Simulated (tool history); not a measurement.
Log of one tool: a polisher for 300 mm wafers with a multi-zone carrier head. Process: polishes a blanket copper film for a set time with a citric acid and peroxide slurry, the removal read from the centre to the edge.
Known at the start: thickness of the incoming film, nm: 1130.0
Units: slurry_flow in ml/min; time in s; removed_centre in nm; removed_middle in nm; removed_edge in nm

| run | day | slurry_flow | centre_zone | middle_zone | edge_zone | slurry_solids | time | removed_centre | removed_middle | removed_edge |
|---|---|---|---|---|---|---|---|---|---|---|
| 1 | 0.000 | 270 | 1.00 | 1.00 | 1.00 | 1.00 | 86 | 246.64 | 252.41 | 242.32 |
| 2 | 0.258 | 270 | 1.01 | 1.02 | 1.02 | 1.10 | 87 | 246.77 | 260.51 | 254.85 |
| 3 | 0.596 | 275 | 1.03 | 1.04 | 1.01 | 1.15 | 89 | 270.54 | 280.89 | 262.81 |
| 4 | 0.750 | 275 | 1.03 | 1.04 | 1.01 | 1.15 | 75 | 226.45 | 236.99 | 217.73 |
| 5 | 1.050 | 275 | 1.03 | 1.04 | 1.01 | 1.15 | 58 | 172.09 | 180.59 | 173.38 |
| 6 | 1.150 | 275 | 1.03 | 1.04 | 1.01 | 1.15 | 43 | 128.37 | 134.03 | 127.80 |
| 7 | 1.404 | 280 | 1.04 | 1.06 | 1.03 | 1.20 | 50 | 153.45 | 157.34 | 150.03 |
| 8 | 1.721 | 280 | 1.03 | 1.07 | 1.04 | 1.25 | 57 | 175.13 | 189.82 | 173.57 |
| 9 | 1.962 | 280 | 1.03 | 1.07 | 1.06 | 1.30 | 62 | 190.31 | 201.82 | 193.27 |
| 10 | 2.100 | 285 | 1.04 | 1.09 | 1.07 | 1.35 | 66 | 207.52 | 223.11 | 208.76 |
| 11 | 2.125 | 285 | 1.05 | 1.10 | 1.08 | 1.40 | 70 | 220.00 | 237.14 | 220.92 |
| 12 | 2.404 | 290 | 1.06 | 1.11 | 1.09 | 1.40 | 73 | 233.45 | 259.29 | 234.97 |
| 13 | 2.488 | 290 | 1.07 | 1.11 | 1.10 | 1.40 | 76 | 249.23 | 268.28 | 249.12 |
| 14 | 2.688 | 295 | 1.08 | 1.12 | 1.11 | 1.40 | 78 | 259.74 | 264.83 | 253.11 |
| 15 | 3.008 | 295 | 1.08 | 1.13 | 1.11 | 1.40 | 80 | 263.98 | 279.02 | 259.16 |
| 16 | 3.321 | 295 | 1.08 | 1.13 | 1.11 | 1.40 | 82 | 276.14 | 282.75 | 273.25 |
| 17 | 3.533 | 295 | 1.08 | 1.14 | 1.11 | 1.40 | 83 | 274.35 | 294.89 | 273.89 |
| 18 | 3.858 | 295 | 1.08 | 1.15 | 1.11 | 1.40 | 84 | 280.27 | 298.01 | 274.63 |
| 19 | 3.967 | 295 | 1.08 | 1.15 | 1.11 | 1.40 | 85 | 284.07 | 298.40 | 274.30 |

The next listed run, before its measurement:
| 20 | 4.333 | 295 | 1.08 | 1.15 | 1.11 | 1.40 | 86 | ? | ? | ? |

Run 20 gave removed_centre 286.88 nm, removed_middle 306.68 nm, removed_edge 284.85 nm.

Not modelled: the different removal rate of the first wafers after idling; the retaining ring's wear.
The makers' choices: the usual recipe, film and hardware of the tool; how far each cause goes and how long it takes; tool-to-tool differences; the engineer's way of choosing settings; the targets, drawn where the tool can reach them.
